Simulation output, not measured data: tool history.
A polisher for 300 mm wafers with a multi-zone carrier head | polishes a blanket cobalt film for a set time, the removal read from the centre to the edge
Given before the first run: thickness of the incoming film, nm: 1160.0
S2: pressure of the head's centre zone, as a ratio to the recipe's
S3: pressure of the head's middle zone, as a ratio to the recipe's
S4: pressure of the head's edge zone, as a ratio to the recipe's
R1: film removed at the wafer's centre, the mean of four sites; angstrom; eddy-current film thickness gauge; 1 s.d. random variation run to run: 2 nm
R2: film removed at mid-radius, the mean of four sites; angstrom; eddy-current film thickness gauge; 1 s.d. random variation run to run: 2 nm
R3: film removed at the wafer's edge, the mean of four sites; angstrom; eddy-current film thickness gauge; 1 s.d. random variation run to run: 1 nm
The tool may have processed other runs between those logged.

{"run": 1, "hour": 0.0, "flow of slurry (ml/min)": 235, "S2": 1, "S3": 1, "S4": 1, "polishing time (s)": 56, "R1": 1728.4, "R2": 1734.6, "R3": 1715.4}
{"run": 2, "hour": 9.0, "flow of slurry (ml/min)": 235, "S2": 0.93, "S3": 1, "S4": 1, "polishing time (s)": 56, "R1": 1617.5, "R2": 1735.3, "R3": 1735.3}
{"run": 3, "hour": 12.8, "flow of slurry (ml/min)": 230, "S2": 0.94, "S3": 1, "S4": 0.97, "polishing time (s)": 54, "R1": 1505.3, "R2": 1691, "R3": 1643.6}
{"run": 4, "hour": 18.8, "flow of slurry (ml/min)": 230, "S2": 0.88, "S3": 1, "S4": 0.97, "polishing time (s)": 54, "R1": 1463.3, "R2": 1651.7, "R3": 1654.4}
{"run": 5, "hour": 22.7, "flow of slurry (ml/min)": 230, "S2": 0.88, "S3": 1, "S4": 0.97, "polishing time (s)": 41, "R1": 1117, "R2": 1237.2, "R3": 1250.5}
{"run": 6, "hour": 31.4, "flow of slurry (ml/min)": 240, "S2": 0.91, "S3": 1.01, "S4": 0.97, "polishing time (s)": 41, "R1": 1165.1, "R2": 1285.4, "R3": 1264.6}

Predict the results of run 7:
{"run": 7, "hour": 39.2, "flow of slurry (ml/min)": 240, "S2": 0.91, "S3": 1.01, "S4": 0.97, "polishing time (s)": 41, "R1": "?", "R2": "?", "R3": "?"}

Run 7 gave R1 1179.5 angstrom, R2 1302.5 angstrom, R3 1250.6 angstrom.

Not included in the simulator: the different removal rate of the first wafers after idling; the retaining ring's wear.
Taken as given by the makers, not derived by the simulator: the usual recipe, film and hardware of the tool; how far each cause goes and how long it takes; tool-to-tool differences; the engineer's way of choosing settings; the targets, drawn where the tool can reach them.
